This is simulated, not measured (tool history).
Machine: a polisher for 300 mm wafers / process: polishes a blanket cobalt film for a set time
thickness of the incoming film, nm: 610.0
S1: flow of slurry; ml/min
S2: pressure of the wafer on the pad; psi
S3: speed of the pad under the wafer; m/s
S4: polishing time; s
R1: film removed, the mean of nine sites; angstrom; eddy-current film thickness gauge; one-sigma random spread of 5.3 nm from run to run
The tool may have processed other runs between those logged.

{"run": 1, "hour": 0.0, "S1": 295, "S2": 2.5, "S3": 1.02, "S4": 46, "R1": 2670.4}
{"run": 2, "hour": 6.5, "S1": 295, "S2": 2.5, "S3": 1.02, "S4": 48, "R1": 2812.8}
{"run": 3, "hour": 9.3, "S1": 340, "S2": 2.5, "S3": 1.02, "S4": 48, "R1": 2769.4}
{"run": 4, "hour": 17.4, "S1": 370, "S2": 2.5, "S3": 1.02, "S4": 48, "R1": 2868.7}
{"run": 5, "hour": 25.5, "S1": 370, "S2": 2.8, "S3": 1.02, "S4": 48, "R1": 3149.9}
{"run": 6, "hour": 31.5, "S1": 370, "S2": 3.0, "S3": 1.02, "S4": 48, "R1": 3390.4}
{"run": 7, "hour": 36.7, "S1": 370, "S2": 3.2, "S3": 1.02, "S4": 48, "R1": 3664.6}
{"run": 8, "hour": 42.6, "S1": 370, "S2": 3.3, "S3": 1.02, "S4": 48, "R1": 3638.6}

Expected results for the next run?
{"run": 9, "hour": 48.1, "S1": 370, "S2": 3.4, "S3": 1.04, "S4": 48, "R1": "?"}

R1: 3962.8 angstrom

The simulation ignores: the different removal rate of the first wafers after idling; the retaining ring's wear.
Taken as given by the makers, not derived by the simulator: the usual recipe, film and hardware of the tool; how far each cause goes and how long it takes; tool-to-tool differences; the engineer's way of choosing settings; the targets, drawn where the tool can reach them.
